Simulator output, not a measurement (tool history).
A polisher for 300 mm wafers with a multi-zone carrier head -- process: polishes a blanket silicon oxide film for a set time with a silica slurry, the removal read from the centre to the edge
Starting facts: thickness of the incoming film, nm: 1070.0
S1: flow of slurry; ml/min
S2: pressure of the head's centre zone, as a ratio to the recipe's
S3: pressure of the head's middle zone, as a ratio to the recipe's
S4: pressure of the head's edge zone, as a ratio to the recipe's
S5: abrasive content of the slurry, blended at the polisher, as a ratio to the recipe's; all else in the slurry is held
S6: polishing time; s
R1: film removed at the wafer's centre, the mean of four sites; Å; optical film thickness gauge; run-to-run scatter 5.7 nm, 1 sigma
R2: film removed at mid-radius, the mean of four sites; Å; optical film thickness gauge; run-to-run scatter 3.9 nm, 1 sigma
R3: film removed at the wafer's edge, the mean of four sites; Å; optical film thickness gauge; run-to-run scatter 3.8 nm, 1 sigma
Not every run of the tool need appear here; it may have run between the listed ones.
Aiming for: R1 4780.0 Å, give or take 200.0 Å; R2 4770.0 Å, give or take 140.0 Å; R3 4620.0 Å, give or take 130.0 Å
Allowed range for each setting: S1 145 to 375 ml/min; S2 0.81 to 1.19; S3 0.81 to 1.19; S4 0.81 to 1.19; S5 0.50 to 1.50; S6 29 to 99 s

{"run": 1, "hour": 0.0, "S1": 240, "S2": 1.0, "S3": 1.0, "S4": 1.0, "S5": 1.0, "S6": 64, "R1": 3735.2, "R2": 3684.6, "R3": 3717.2}
{"run": 2, "hour": 5.1, "S1": 240, "S2": 1.0, "S3": 1.0, "S4": 0.94, "S5": 1.0, "S6": 64, "R1": 3675.0, "R2": 3746.8, "R3": 3705.3}
{"run": 3, "hour": 7.3, "S1": 245, "S2": 1.01, "S3": 1.01, "S4": 0.95, "S5": 1.1, "S6": 64, "R1": 3848.7, "R2": 4029.4, "R3": 3932.4}
{"run": 4, "hour": 8.6, "S1": 255, "S2": 1.04, "S3": 1.02, "S4": 0.97, "S5": 1.15, "S6": 64, "R1": 4100.3, "R2": 4076.3, "R3": 4008.6}
{"run": 5, "hour": 17.2, "S1": 255, "S2": 1.04, "S3": 0.95, "S4": 0.97, "S5": 1.15, "S6": 64, "R1": 4170.0, "R2": 3879.2, "R3": 3979.2}
{"run": 6, "hour": 21.2, "S1": 255, "S2": 1.1, "S3": 0.95, "S4": 0.97, "S5": 1.15, "S6": 64, "R1": 4346.4, "R2": 3866.7, "R3": 3950.2}
{"run": 7, "hour": 29.6, "S1": 265, "S2": 1.09, "S3": 0.98, "S4": 0.99, "S5": 1.2, "S6": 64, "R1": 4466.3, "R2": 4046.8, "R3": 4107.9}
{"run": 8, "hour": 35.5, "S1": 265, "S2": 1.09, "S3": 0.98, "S4": 0.99, "S5": 1.2, "S6": 64, "R1": 4462.2, "R2": 4040.2, "R3": 4149.7}
{"run": 9, "hour": 42.3, "S1": 275, "S2": 1.09, "S3": 1.01, "S4": 1.0, "S5": 1.2, "S6": 64, "R1": 4483.1, "R2": 4228.4, "R3": 4131.5}
{"run": 10, "hour": 43.8, "S1": 280, "S2": 1.08, "S3": 1.02, "S4": 1.02, "S5": 1.25, "S6": 64, "R1": 4499.6, "R2": 4208.4, "R3": 4324.1}
{"run": 11, "hour": 46.3, "S1": 285, "S2": 1.09, "S3": 1.04, "S4": 1.02, "S5": 1.25, "S6": 64, "R1": 4535.5, "R2": 4405.7, "R3": 4236.2}
{"run": 12, "hour": 47.2, "S1": 290, "S2": 1.09, "S3": 1.05, "S4": 1.03, "S5": 1.3, "S6": 64, "R1": 4616.4, "R2": 4375.4, "R3": 4344.5}
{"run": 13, "hour": 56.0, "S1": 295, "S2": 1.09, "S3": 1.07, "S4": 1.03, "S5": 1.35, "S6": 64, "R1": 4775.1, "R2": 4663.3, "R3": 4431.8}
{"run": 14, "hour": 63.0, "S1": 300, "S2": 1.08, "S3": 1.07, "S4": 1.04, "S5": 1.35, "S6": 64, "R1": 4683.6, "R2": 4669.2, "R3": 4470.3}
{"run": 15, "hour": 64.2, "S1": 305, "S2": 1.08, "S3": 1.07, "S4": 1.05, "S5": 1.35, "S6": 64, "R1": 4734.6, "R2": 4601.8, "R3": 4468.3}

Which one of the following 4 next-run settings gets every result inside its allowed miss? There is exactly one.
{"run": "A", "hour": 65.4, "S1": 280, "S2": 1.15, "S3": 1.18, "S4": 0.99, "S5": 1.25, "S6": 63, "R1": "?", "R2": "?", "R3": "?"}
{"run": "B", "hour": 65.4, "S1": 215, "S2": 0.94, "S3": 1.07, "S4": 1.19, "S5": 1.25, "S6": 72, "R1": "?", "R2": "?", "R3": "?"}
{"run": "C", "hour": 65.4, "S1": 375, "S2": 1.06, "S3": 1.07, "S4": 1.05, "S5": 1.25, "S6": 67, "R1": "?", "R2": "?", "R3": "?"}
{"run": "D", "hour": 65.4, "S1": 290, "S2": 1.04, "S3": 1.05, "S4": 1.08, "S5": 1.4, "S6": 67, "R1": "?", "R2": "?", "R3": "?"}

move=A R1=4699.1 R2=4556.2 R3=4207.1
move=B R1=4215.8 R2=4710.1 R3=5016.9
move=C R1=4744.2 R2=4663.7 R3=4672.5
move=D R1=4751.1 R2=4713.4 R3=4858.6
A: the biggest miss grows against the last run
B: corrects the largest miss of the last run, while another result sits out of spec
C: all results land within tolerance of their targets
D: corrects the largest miss of the last run, while another result sits out of spec
Move C is the one to make.
